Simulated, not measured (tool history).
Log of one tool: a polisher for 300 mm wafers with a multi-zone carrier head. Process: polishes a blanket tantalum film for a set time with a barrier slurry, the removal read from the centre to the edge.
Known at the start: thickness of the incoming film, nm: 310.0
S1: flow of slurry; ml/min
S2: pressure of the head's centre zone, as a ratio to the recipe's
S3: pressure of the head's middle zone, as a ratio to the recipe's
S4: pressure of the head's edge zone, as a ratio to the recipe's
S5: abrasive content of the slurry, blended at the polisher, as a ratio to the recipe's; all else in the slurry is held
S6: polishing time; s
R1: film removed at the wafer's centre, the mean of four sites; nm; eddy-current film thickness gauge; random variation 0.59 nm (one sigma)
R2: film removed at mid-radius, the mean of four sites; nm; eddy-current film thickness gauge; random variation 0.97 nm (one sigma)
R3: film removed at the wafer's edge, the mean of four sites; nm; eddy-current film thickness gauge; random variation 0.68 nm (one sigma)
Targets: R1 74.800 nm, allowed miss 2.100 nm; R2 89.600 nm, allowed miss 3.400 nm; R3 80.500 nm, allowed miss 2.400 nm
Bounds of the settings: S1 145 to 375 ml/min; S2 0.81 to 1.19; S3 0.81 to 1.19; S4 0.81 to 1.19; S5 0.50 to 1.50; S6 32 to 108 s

{"run": 1, "hour": 0.0, "S1": 240, "S2": 1.0, "S3": 1.0, "S4": 1.0, "S5": 1.0, "S6": 70, "R1": 87.822, "R2": 87.306, "R3": 90.154}
{"run": 2, "hour": 4.3, "S1": 230, "S2": 0.98, "S3": 1.02, "S4": 0.97, "S5": 1.0, "S6": 70, "R1": 86.497, "R2": 88.924, "R3": 88.822}
{"run": 3, "hour": 11.6, "S1": 225, "S2": 0.95, "S3": 1.03, "S4": 0.95, "S5": 0.95, "S6": 70, "R1": 83.141, "R2": 87.466, "R3": 85.365}
{"run": 4, "hour": 20.3, "S1": 220, "S2": 0.93, "S3": 1.05, "S4": 0.94, "S5": 0.95, "S6": 70, "R1": 81.644, "R2": 89.716, "R3": 86.989}
{"run": 5, "hour": 23.5, "S1": 215, "S2": 0.91, "S3": 1.06, "S4": 0.92, "S5": 0.95, "S6": 70, "R1": 79.808, "R2": 90.208, "R3": 85.561}
{"run": 6, "hour": 30.0, "S1": 215, "S2": 0.91, "S3": 0.99, "S4": 0.92, "S5": 0.95, "S6": 70, "R1": 78.848, "R2": 85.299, "R3": 84.198}
{"run": 7, "hour": 35.5, "S1": 210, "S2": 0.9, "S3": 1.01, "S4": 0.9, "S5": 0.95, "S6": 70, "R1": 78.372, "R2": 86.307, "R3": 82.924}
{"run": 8, "hour": 40.5, "S1": 205, "S2": 0.89, "S3": 1.02, "S4": 0.89, "S5": 0.95, "S6": 70, "R1": 76.971, "R2": 86.699, "R3": 82.504}

4 next moves are on the table. One of them brings every result within its allowed miss. Which?
{"run": "A", "hour": 45.5, "S1": 240, "S2": 0.91, "S3": 1.05, "S4": 0.82, "S5": 0.9, "S6": 70, "R1": "?", "R2": "?", "R3": "?"}
{"run": "B", "hour": 45.5, "S1": 255, "S2": 0.9, "S3": 0.99, "S4": 1.01, "S5": 1.05, "S6": 66, "R1": "?", "R2": "?", "R3": "?"}
{"run": "C", "hour": 45.5, "S1": 175, "S2": 0.86, "S3": 1.05, "S4": 0.81, "S5": 1.0, "S6": 70, "R1": "?", "R2": "?", "R3": "?"}
{"run": "D", "hour": 45.5, "S1": 200, "S2": 0.85, "S3": 1.16, "S4": 0.81, "S5": 0.8, "S6": 68, "R1": "?", "R2": "?", "R3": "?"}

move=A R1=78.851 R2=90.535 R3=81.655
move=B R1=76.105 R2=84.863 R3=87.652
move=C R1=73.344 R2=89.510 R3=80.929
move=D R1=68.620 R2=90.609 R3=76.076
A: further off than the last run
B: brings the result that was furthest off to its target, and leaves another outside
C: meets every target
D: takes the result that was furthest off past its target
Answer: C
